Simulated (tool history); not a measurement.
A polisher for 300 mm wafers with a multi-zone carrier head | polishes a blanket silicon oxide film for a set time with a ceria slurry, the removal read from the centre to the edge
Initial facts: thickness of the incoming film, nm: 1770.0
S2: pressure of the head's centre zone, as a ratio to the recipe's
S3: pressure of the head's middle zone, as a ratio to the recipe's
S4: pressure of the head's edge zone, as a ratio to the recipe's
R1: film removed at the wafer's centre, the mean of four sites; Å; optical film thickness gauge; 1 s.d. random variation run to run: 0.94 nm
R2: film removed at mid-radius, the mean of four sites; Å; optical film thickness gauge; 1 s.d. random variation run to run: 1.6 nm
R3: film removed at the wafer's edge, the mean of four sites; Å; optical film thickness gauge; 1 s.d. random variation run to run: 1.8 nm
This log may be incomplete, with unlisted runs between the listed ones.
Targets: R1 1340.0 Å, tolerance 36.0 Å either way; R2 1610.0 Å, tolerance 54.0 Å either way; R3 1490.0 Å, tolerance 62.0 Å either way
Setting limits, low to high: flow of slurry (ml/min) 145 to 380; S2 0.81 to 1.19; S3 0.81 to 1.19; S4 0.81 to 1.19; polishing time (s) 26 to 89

{"run": 1, "hour": 0.0, "flow of slurry (ml/min)": 245, "S2": 1.0, "S3": 1.0, "S4": 1.0, "polishing time (s)": 57, "R1": 2198.5, "R2": 2270.8, "R3": 2314.8}
{"run": 2, "hour": 7.9, "flow of slurry (ml/min)": 245, "S2": 1.0, "S3": 1.07, "S4": 1.0, "polishing time (s)": 57, "R1": 2217.9, "R2": 2352.8, "R3": 2266.2}
{"run": 3, "hour": 16.6, "flow of slurry (ml/min)": 245, "S2": 1.0, "S3": 1.07, "S4": 1.0, "polishing time (s)": 51, "R1": 1956.8, "R2": 2097.4, "R3": 2059.8}
{"run": 4, "hour": 17.7, "flow of slurry (ml/min)": 235, "S2": 0.97, "S3": 1.08, "S4": 0.95, "polishing time (s)": 46, "R1": 1741.3, "R2": 1906.0, "R3": 1810.5}
{"run": 5, "hour": 25.9, "flow of slurry (ml/min)": 235, "S2": 0.9, "S3": 1.08, "S4": 0.95, "polishing time (s)": 46, "R1": 1610.1, "R2": 1902.0, "R3": 1821.6}
{"run": 6, "hour": 32.0, "flow of slurry (ml/min)": 235, "S2": 0.82, "S3": 1.08, "S4": 0.95, "polishing time (s)": 46, "R1": 1460.4, "R2": 1886.9, "R3": 1795.6}
{"run": 7, "hour": 33.3, "flow of slurry (ml/min)": 230, "S2": 0.83, "S3": 1.07, "S4": 0.91, "polishing time (s)": 44, "R1": 1414.7, "R2": 1817.8, "R3": 1690.0}
{"run": 8, "hour": 36.1, "flow of slurry (ml/min)": 225, "S2": 0.84, "S3": 1.04, "S4": 0.88, "polishing time (s)": 43, "R1": 1405.1, "R2": 1746.2, "R3": 1605.1}
{"run": 9, "hour": 36.9, "flow of slurry (ml/min)": 185, "S2": 0.82, "S3": 0.97, "S4": 0.82, "polishing time (s)": 42, "R1": 1310.1, "R2": 1596.2, "R3": 1554.1}
{"run": 10, "hour": 37.4, "flow of slurry (ml/min)": 195, "S2": 0.83, "S3": 0.98, "S4": 0.82, "polishing time (s)": 41, "R1": 1309.9, "R2": 1595.1, "R3": 1497.0}
{"run": 11, "hour": 44.6, "flow of slurry (ml/min)": 195, "S2": 0.83, "S3": 0.98, "S4": 0.82, "polishing time (s)": 41, "R1": 1284.8, "R2": 1593.2, "R3": 1480.1}

Consider the 5 candidate settings below. Which is the only one whose results all fall within their allowed miss of target?
{"run": "A", "hour": 51.8, "flow of slurry (ml/min)": 215, "S2": 0.82, "S3": 1.01, "S4": 0.83, "polishing time (s)": 39, "R1": "?", "R2": "?", "R3": "?"}
{"run": "B", "hour": 51.8, "flow of slurry (ml/min)": 220, "S2": 0.85, "S3": 1.0, "S4": 0.81, "polishing time (s)": 41, "R1": "?", "R2": "?", "R3": "?"}
{"run": "C", "hour": 51.8, "flow of slurry (ml/min)": 210, "S2": 0.81, "S3": 1.02, "S4": 0.81, "polishing time (s)": 39, "R1": "?", "R2": "?", "R3": "?"}
{"run": "D", "hour": 51.8, "flow of slurry (ml/min)": 285, "S2": 0.81, "S3": 1.06, "S4": 0.81, "polishing time (s)": 38, "R1": "?", "R2": "?", "R3": "?"}
{"run": "E", "hour": 51.8, "flow of slurry (ml/min)": 245, "S2": 0.85, "S3": 1.06, "S4": 0.81, "polishing time (s)": 38, "R1": "?", "R2": "?", "R3": "?"}

move=A R1=1225.7 R2=1572.4 R3=1452.9
move=B R1=1339.2 R2=1646.4 R3=1516.0
move=C R1=1207.8 R2=1578.5 R3=1437.2
move=D R1=1212.0 R2=1616.6 R3=1427.9
move=E R1=1254.7 R2=1595.9 R3=1414.3
A: further off than the last run
B: all results in spec
C: further off than the last run
D: further off than the last run
E: further off than the last run
Correct choice: B, which meets every target
